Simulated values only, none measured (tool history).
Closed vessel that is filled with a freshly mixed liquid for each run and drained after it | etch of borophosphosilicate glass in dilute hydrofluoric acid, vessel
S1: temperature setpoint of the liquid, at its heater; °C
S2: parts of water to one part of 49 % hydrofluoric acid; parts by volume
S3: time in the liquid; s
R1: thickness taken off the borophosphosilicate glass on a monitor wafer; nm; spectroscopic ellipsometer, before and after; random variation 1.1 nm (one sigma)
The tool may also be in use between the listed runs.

run,day,S1,S2,S3,R1
1,0.000,21.0,75,105,93.79
2,0.346,23.0,75,105,103.04
3,0.496,23.0,55,105,143.72
4,0.562,26.5,55,105,167.73
5,0.838,23.5,55,105,145.65
6,0.900,23.5,55,110,153.69

Forecast run 7:
7,1.254,22.5,55,110,?

Run 7 gave R1 146.75 nm.
